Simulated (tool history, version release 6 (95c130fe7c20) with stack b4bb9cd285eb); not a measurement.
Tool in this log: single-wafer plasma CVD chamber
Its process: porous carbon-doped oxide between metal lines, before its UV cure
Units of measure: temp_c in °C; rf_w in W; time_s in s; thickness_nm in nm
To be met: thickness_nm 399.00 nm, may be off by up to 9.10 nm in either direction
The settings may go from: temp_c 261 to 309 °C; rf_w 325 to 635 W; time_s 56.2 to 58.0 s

Run 1, hour 0.0: temp_c 285 °C, rf_w 480 W, time_s 56.2 s. Result: thickness_nm 314.16 nm.
Run 2, hour 6.2: temp_c 281 °C, rf_w 500 W, time_s 56.3 s. Result: thickness_nm 334.93 nm.
Run 3, hour 14.1: temp_c 277 °C, rf_w 500 W, time_s 56.3 s. Result: thickness_nm 343.06 nm.
Run 4, hour 15.6: temp_c 277 °C, rf_w 465 W, time_s 56.3 s. Result: thickness_nm 326.08 nm.
Run 5, hour 23.4: temp_c 274 °C, rf_w 480 W, time_s 56.4 s. Result: thickness_nm 345.41 nm.
Run 6, hour 30.0: temp_c 271 °C, rf_w 485 W, time_s 56.5 s. Result: thickness_nm 353.48 nm.
Run 7, hour 33.3: temp_c 269 °C, rf_w 495 W, time_s 56.6 s. Result: thickness_nm 365.78 nm.
Run 8, hour 40.0: temp_c 267 °C, rf_w 500 W, time_s 56.6 s. Result: thickness_nm 374.20 nm.
Run 9, hour 48.7: temp_c 266 °C, rf_w 505 W, time_s 56.6 s. Result: thickness_nm 379.47 nm.

Below are 4 possible settings for the next run. Only one of them brings all results inside the allowed miss of their targets. Which is it?
Run A, hour 57.4: temp_c 270 °C, rf_w 500 W, time_s 56.2 s. Result: thickness_nm ?.
Run B, hour 57.4: temp_c 263 °C, rf_w 485 W, time_s 56.2 s. Result: thickness_nm ?.
Run C, hour 57.4: temp_c 268 °C, rf_w 545 W, time_s 57.4 s. Result: thickness_nm ?.
Run D, hour 57.4: temp_c 269 °C, rf_w 480 W, time_s 56.2 s. Result: thickness_nm ?.

move  thickness_nm
   A        363.39
   B        376.75
   C        396.18
   D        357.48
A: the biggest miss grows against the last run
B: the biggest miss grows against the last run
C: every result lands within tolerance
D: the biggest miss grows against the last run
Go with C: it meets all targets.

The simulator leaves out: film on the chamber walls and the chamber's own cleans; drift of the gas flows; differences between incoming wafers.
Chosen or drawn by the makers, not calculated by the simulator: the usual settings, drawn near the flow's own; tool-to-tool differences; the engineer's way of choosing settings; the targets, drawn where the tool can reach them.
